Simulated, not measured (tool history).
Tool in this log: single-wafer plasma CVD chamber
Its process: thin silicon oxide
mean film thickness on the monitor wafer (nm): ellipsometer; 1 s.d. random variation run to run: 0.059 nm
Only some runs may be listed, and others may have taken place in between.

run,hour,heater temperature setpoint (deg C),chamber pressure (Torr),RF power (W),deposition time (s),mean film thickness on the monitor wafer (nm)
1,0,425,0.76,230,8.62,13.938
2,6.2,425,0.774,230,8.62,14.178
3,12.4,425,0.67,230,8.62,12.198
4,13.2,435,0.67,230,8.62,12.114
5,13.8,435,0.67,230,8.62,12.112
6,15,435,0.707,230,8.62,12.924

For run 7, what comes out?
7,22.6,435,0.731,230,8.62,?

{"run 7": {"mean film thickness on the monitor wafer (nm)": 13.213}}
